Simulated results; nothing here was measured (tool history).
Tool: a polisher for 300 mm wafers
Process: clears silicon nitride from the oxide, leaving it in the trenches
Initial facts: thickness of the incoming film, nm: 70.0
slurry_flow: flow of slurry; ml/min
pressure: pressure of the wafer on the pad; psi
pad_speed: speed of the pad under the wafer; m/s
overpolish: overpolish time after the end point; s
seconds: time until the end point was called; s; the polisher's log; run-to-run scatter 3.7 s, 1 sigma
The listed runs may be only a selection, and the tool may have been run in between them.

run,hour,slurry_flow,pressure,pad_speed,overpolish,seconds
1,0,195,1.6,0.86,15,177.49
2,1.7,195,1.6,0.76,15,202.12
3,9.3,195,1.4,0.76,15,227.51
4,15.3,195,1.4,0.9,15,194.14
5,23.8,180,1.4,0.9,15,195.27
6,25.9,180,1.2,0.88,15,231.3

What does the tool deliver on the next run?
7,27.5,175,1.1,0.88,15,?

{"run 7": {"seconds": 252.33}}

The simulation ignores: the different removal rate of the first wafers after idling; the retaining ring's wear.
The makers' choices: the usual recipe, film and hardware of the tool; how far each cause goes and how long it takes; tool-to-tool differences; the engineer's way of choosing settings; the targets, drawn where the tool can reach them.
